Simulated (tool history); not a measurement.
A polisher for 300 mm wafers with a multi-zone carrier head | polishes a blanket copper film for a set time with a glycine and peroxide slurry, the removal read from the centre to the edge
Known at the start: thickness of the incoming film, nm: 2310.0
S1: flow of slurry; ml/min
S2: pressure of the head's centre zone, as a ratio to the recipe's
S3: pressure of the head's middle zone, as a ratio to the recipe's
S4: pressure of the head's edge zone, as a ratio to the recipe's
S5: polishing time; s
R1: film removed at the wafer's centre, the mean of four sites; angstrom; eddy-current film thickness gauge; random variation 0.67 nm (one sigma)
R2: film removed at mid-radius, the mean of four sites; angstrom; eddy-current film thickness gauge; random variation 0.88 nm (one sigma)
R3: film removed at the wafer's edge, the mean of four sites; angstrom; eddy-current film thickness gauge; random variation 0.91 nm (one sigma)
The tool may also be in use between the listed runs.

run  hour   S1    S2    S3    S4  S5      R1      R2      R3
  1     0  120     1     1     1  37  1361.1  1346.8  1295.8
  2   0.9  145     1     1     1  37  1432.6  1405.5  1336.5
  3   5.5  145  0.95     1     1  37  1339.5  1410.7  1375.6
  4  13.5  145  0.92     1     1  37  1300.9  1403.7  1377.8
  5  15.6  145  0.92  0.95     1  37  1313.7  1333.2    1338
  6  20.7  135  0.91  0.97  0.96  33  1131.7  1210.2  1196.1
  7  27.2  105  0.94  1.07  0.86  23  757.58  865.07  775.38
  8    34  100  0.93  1.08  0.86  23  739.26  880.96  743.53
  9    38   95  0.92  1.07  0.87  23  720.04  848.04  745.26

The next listed run, before its measurement:
 10  39.1  95  0.91  1.07  0.87  23   ?   ?   ?

Run 10 gave R1 706.18 angstrom, R2 849.95 angstrom, R3 735.3 angstrom.

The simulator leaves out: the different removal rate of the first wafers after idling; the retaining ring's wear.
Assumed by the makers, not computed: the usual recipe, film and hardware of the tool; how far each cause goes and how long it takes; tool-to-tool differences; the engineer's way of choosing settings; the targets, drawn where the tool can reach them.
